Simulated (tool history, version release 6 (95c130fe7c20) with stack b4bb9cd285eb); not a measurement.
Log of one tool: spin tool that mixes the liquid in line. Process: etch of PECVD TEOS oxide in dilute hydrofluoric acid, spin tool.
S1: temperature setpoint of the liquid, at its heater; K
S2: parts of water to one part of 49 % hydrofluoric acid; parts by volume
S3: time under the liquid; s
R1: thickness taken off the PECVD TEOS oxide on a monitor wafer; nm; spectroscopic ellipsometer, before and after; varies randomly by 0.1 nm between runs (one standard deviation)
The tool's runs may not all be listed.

| run | hour | S1 | S2 | S3 | R1 |
|---|---|---|---|---|---|
| 1 | 0.0 | 296.15 | 215 | 70 | 4.1150 |
| 2 | 5.3 | 297.65 | 185 | 70 | 5.1586 |
| 3 | 9.5 | 297.65 | 140 | 70 | 7.2163 |
| 4 | 12.0 | 298.65 | 130 | 70 | 8.2789 |
| 5 | 12.6 | 299.65 | 125 | 70 | 8.7640 |
| 6 | 19.1 | 299.65 | 125 | 50 | 6.3650 |
| 7 | 25.0 | 299.65 | 105 | 50 | 7.6357 |
| 8 | 27.8 | 300.15 | 90 | 50 | 9.3545 |

Run 9, settings as shown, results not yet in. Your forecast:
| 9 | 33.2 | 304.15 | 90 | 50 | ? |

{"run 9": {"R1": 10.935}}

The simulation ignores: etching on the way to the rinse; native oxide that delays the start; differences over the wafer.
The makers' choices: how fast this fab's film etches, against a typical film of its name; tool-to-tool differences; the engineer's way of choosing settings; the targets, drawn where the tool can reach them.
